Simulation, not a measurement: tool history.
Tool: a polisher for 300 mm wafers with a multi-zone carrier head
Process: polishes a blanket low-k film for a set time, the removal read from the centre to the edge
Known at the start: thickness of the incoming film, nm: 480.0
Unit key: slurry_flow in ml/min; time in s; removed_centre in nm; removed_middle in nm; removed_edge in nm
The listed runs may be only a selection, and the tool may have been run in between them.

{"run": 1, "day": 0.0, "slurry_flow": 220, "centre_zone": 1.0, "middle_zone": 1.0, "edge_zone": 1.0, "slurry_solids": 1.0, "time": 64, "removed_centre": 26.386, "removed_middle": 27.488, "removed_edge": 26.925}
{"run": 2, "day": 0.092, "slurry_flow": 220, "centre_zone": 1.0, "middle_zone": 1.0, "edge_zone": 1.0, "slurry_solids": 1.2, "time": 64, "removed_centre": 28.874, "removed_middle": 29.506, "removed_edge": 29.146}
{"run": 3, "day": 0.208, "slurry_flow": 220, "centre_zone": 1.0, "middle_zone": 1.0, "edge_zone": 1.0, "slurry_solids": 1.35, "time": 64, "removed_centre": 29.931, "removed_middle": 31.258, "removed_edge": 30.373}
{"run": 4, "day": 0.567, "slurry_flow": 220, "centre_zone": 1.0, "middle_zone": 1.0, "edge_zone": 1.0, "slurry_solids": 1.5, "time": 64, "removed_centre": 31.179, "removed_middle": 32.548, "removed_edge": 32.386}
{"run": 5, "day": 0.638, "slurry_flow": 220, "centre_zone": 1.0, "middle_zone": 1.0, "edge_zone": 1.08, "slurry_solids": 1.5, "time": 64, "removed_centre": 31.111, "removed_middle": 32.131, "removed_edge": 33.162}
{"run": 6, "day": 0.767, "slurry_flow": 190, "centre_zone": 1.0, "middle_zone": 1.0, "edge_zone": 1.08, "slurry_solids": 1.5, "time": 64, "removed_centre": 30.529, "removed_middle": 31.001, "removed_edge": 33.005}
{"run": 7, "day": 1.133, "slurry_flow": 215, "centre_zone": 1.03, "middle_zone": 1.0, "edge_zone": 1.06, "slurry_solids": 1.5, "time": 64, "removed_centre": 32.745, "removed_middle": 32.087, "removed_edge": 33.378}

Estimate the outcome of run 8 from the log above:
{"run": 8, "day": 1.279, "slurry_flow": 230, "centre_zone": 1.04, "middle_zone": 1.0, "edge_zone": 1.04, "slurry_solids": 1.45, "time": 64, "removed_centre": "?", "removed_middle": "?", "removed_edge": "?"}

removed_centre: 32.376 nm
removed_middle: 32.214 nm
removed_edge: 32.126 nm

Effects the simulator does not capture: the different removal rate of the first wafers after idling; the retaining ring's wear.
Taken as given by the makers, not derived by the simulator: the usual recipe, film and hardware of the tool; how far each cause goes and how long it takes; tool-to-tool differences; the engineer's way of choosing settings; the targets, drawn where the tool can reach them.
